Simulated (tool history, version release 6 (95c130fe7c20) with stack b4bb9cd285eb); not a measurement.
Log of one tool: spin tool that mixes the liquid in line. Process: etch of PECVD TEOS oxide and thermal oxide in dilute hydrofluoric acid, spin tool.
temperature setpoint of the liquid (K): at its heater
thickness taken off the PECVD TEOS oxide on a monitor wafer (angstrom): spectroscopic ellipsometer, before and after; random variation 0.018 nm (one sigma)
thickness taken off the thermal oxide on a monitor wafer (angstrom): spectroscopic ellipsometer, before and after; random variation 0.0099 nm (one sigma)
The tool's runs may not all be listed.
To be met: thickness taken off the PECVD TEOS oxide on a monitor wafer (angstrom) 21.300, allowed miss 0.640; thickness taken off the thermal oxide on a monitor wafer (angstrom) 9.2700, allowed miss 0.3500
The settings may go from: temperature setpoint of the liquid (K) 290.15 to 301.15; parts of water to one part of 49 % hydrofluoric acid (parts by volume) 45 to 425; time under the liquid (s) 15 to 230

| run | day | temperature setpoint of the liquid (K) | parts of water to one part of 49 % hydrofluoric acid (parts by volume) | time under the liquid (s) | thickness taken off the PECVD TEOS oxide on a monitor wafer (angstrom) | thickness taken off the thermal oxide on a monitor wafer (angstrom) |
|---|---|---|---|---|---|---|
| 1 | 0.000 | 293.15 | 235 | 120 | 47.410 | 20.6590 |
| 2 | 0.262 | 292.65 | 260 | 120 | 41.565 | 18.1260 |
| 3 | 0.538 | 292.15 | 280 | 120 | 36.392 | 16.0570 |
| 4 | 0.900 | 292.15 | 280 | 155 | 47.434 | 20.6950 |
| 5 | 1.042 | 291.65 | 305 | 155 | 42.601 | 18.1240 |
| 6 | 1.408 | 291.65 | 245 | 155 | 55.046 | 23.5320 |
| 7 | 1.538 | 291.15 | 275 | 155 | 47.382 | 20.7960 |
| 8 | 1.571 | 291.15 | 300 | 155 | 41.665 | 18.4790 |
| 9 | 1.717 | 291.65 | 320 | 150 | 38.449 | 16.7010 |
| 10 | 2.025 | 291.65 | 340 | 150 | 35.062 | 15.4930 |
| 11 | 2.375 | 291.65 | 355 | 150 | 33.708 | 14.5570 |
| 12 | 2.442 | 291.15 | 365 | 145 | 30.847 | 13.2850 |
| 13 | 2.554 | 290.15 | 425 | 140 | 23.692 | 10.1050 |
| 14 | 2.896 | 290.15 | 425 | 135 | 22.884 | 9.8675 |

Which of these 5 next moves meets every target?
| A | 3.238 | 292.15 | 400 | 115 | ? | ? |
| B | 3.238 | 290.15 | 410 | 130 | ? | ? |
| C | 3.238 | 290.15 | 285 | 80 | ? | ? |
| D | 3.238 | 290.15 | 395 | 115 | ? | ? |
| E | 3.238 | 290.65 | 425 | 135 | ? | ? |

| move | thickness taken off the PECVD TEOS oxide on a monitor wafer (angstrom) | thickness taken off the thermal oxide on a monitor wafer (angstrom) |
|---|---|---|
| A | 22.401 | 9.9250 |
| B | 22.828 | 10.1140 |
| C | 22.352 | 9.9035 |
| D | 21.206 | 9.3957 |
| E | 23.014 | 10.1970 |
A: nearer than the last run, and not there yet
B: as far off as the last run
C: nearer than the last run, and not there yet
D: meets every target
E: further off than the last run
Answer: D
